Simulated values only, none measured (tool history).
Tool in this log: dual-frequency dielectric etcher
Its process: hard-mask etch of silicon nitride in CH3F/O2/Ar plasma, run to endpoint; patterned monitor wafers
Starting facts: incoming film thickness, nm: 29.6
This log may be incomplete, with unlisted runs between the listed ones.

Run 1, hour 0: source power (kW) 0.51, bias power (kW) 0.054. Result: endpoint time (s) 37.116.
Run 2, hour 4.7: source power (kW) 0.46, bias power (kW) 0.051. Result: endpoint time (s) 39.504.
Run 3, hour 11.1: source power (kW) 0.46, bias power (kW) 0.06. Result: endpoint time (s) 38.171.
Run 4, hour 17.7: source power (kW) 0.46, bias power (kW) 0.066. Result: endpoint time (s) 36.251.
Run 5, hour 21.2: source power (kW) 0.55, bias power (kW) 0.066. Result: endpoint time (s) 33.496.
Run 6, hour 29.4: source power (kW) 0.55, bias power (kW) 0.061. Result: endpoint time (s) 34.35.
Run 7, hour 33.4: source power (kW) 0.48, bias power (kW) 0.058. Result: endpoint time (s) 37.661.
Run 8, hour 38.7: source power (kW) 0.43, bias power (kW) 0.056. Result: endpoint time (s) 39.73.
Run 9, hour 39.5: source power (kW) 0.4, bias power (kW) 0.055. Result: endpoint time (s) 41.511.

Run 10 has not been measured yet. What should we expect?
Run 10, hour 40.3: source power (kW) 0.38, bias power (kW) 0.054. Result: endpoint time (s) ?.

endpoint time (s): 42.261

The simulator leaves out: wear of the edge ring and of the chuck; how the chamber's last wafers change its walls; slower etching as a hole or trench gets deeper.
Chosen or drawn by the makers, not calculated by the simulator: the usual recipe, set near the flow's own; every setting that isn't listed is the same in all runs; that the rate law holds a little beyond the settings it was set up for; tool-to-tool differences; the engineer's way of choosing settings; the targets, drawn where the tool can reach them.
